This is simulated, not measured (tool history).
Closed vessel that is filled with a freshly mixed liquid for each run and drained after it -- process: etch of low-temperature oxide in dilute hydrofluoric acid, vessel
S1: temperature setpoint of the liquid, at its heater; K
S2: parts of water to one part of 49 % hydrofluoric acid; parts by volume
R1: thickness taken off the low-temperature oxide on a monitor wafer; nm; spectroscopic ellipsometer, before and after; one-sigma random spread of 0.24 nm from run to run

Run 1, hour 0: S1 294.15 K, S2 60 parts by volume, time in the liquid (s) 30. Result: R1 17.076 nm.
Run 2, hour 6.3: S1 295.65 K, S2 55 parts by volume, time in the liquid (s) 30. Result: R1 20.174 nm.
Run 3, hour 12.4: S1 295.65 K, S2 45 parts by volume, time in the liquid (s) 30. Result: R1 24.439 nm.
Run 4, hour 16.1: S1 295.65 K, S2 25 parts by volume, time in the liquid (s) 30. Result: R1 45.299 nm.
Run 5, hour 17.8: S1 295.65 K, S2 20 parts by volume, time in the liquid (s) 30. Result: R1 57.39 nm.
Run 6, hour 24.7: S1 294.65 K, S2 25 parts by volume, time in the liquid (s) 30. Result: R1 43.585 nm.
Run 7, hour 30.1: S1 294.65 K, S2 25 parts by volume, time in the liquid (s) 30. Result: R1 44.54 nm.

Forecast run 8:
Run 8, hour 35.7: S1 294.15 K, S2 25 parts by volume, time in the liquid (s) 30. Result: R1 ?.

R1: 43.244 nm
